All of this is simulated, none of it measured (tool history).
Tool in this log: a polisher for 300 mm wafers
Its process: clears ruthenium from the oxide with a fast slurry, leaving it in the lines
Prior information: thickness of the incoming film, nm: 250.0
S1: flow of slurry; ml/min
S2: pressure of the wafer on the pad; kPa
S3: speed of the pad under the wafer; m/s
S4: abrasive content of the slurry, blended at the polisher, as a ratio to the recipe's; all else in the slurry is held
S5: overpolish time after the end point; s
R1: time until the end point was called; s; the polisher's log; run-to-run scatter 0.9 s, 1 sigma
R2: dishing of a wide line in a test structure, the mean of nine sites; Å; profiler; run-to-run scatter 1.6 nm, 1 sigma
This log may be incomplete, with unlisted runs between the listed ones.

Run 1, hour 0: S1 220 ml/min, S2 23.4 kPa, S3 0.84 m/s, S4 1, S5 17 s. Result: R1 54.228 s, R2 600.42 Å.
Run 2, hour 1.2: S1 265 ml/min, S2 23.4 kPa, S3 0.84 m/s, S4 1, S5 17 s. Result: R1 54.255 s, R2 621.39 Å.
Run 3, hour 7: S1 265 ml/min, S2 23.4 kPa, S3 0.84 m/s, S4 1, S5 18 s. Result: R1 53.142 s, R2 654.4 Å.
Run 4, hour 13.5: S1 265 ml/min, S2 23.4 kPa, S3 0.76 m/s, S4 1, S5 18 s. Result: R1 57.579 s, R2 575.8 Å.
Run 5, hour 20.7: S1 315 ml/min, S2 23.4 kPa, S3 0.76 m/s, S4 1, S5 18 s. Result: R1 55.757 s, R2 608.85 Å.
Run 6, hour 21.4: S1 310 ml/min, S2 23.4 kPa, S3 0.76 m/s, S4 1, S5 19 s. Result: R1 57.233 s, R2 624.36 Å.
Run 7, hour 26.2: S1 310 ml/min, S2 23.4 kPa, S3 0.76 m/s, S4 1, S5 20 s. Result: R1 57.03 s, R2 665.09 Å.

Expected results for the next run?
Run 8, hour 27.3: S1 310 ml/min, S2 23.4 kPa, S3 0.76 m/s, S4 1, S5 21 s. Result: R1 ?, R2 ?.

Run 8 gave R1 58.333 s, R2 678.82 Å.

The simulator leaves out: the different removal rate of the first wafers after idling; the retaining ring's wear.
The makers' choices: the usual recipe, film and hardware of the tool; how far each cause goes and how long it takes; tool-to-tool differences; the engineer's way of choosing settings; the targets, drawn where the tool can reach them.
